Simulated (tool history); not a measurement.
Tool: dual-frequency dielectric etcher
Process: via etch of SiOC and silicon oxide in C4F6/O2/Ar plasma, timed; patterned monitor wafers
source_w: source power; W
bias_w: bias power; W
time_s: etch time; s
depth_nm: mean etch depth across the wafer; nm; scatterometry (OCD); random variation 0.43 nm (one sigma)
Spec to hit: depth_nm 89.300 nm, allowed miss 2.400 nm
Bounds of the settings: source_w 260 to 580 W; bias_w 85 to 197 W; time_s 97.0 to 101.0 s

run,hour,source_w,bias_w,time_s,depth_nm
1,0.0,420,141,97.0,117.720
2,8.3,470,141,97.0,123.970
3,15.7,500,141,97.0,127.300
4,20.0,500,141,97.0,128.160
5,22.1,470,141,97.0,125.850
6,28.4,430,130,97.0,115.520
7,36.6,400,123,97.0,110.550
8,37.7,370,117,97.0,104.480
9,40.5,350,113,97.0,99.719
10,41.8,340,112,97.0,98.191
11,44.5,330,111,97.0,96.104
12,52.2,270,104,97.0,84.980
13,56.4,280,104,97.0,86.856

Exactly one of the 5 candidate moves below puts every result within its allowed miss. Which one?
A,60.6,280,101,97.0,?
B,60.6,270,108,97.5,?
C,60.6,270,114,99.0,?
D,60.6,280,90,99.5,?
E,60.6,260,110,98.0,?

move,depth_nm
A,85.092
B,85.446
C,88.225
D,84.337
E,84.446
A: its largest miss is bigger than the last run's
B: its largest miss is bigger than the last run's
C: in spec on every target
D: its largest miss is bigger than the last run's
E: its largest miss is bigger than the last run's
So the answer is move C, the one that meets all the targets.
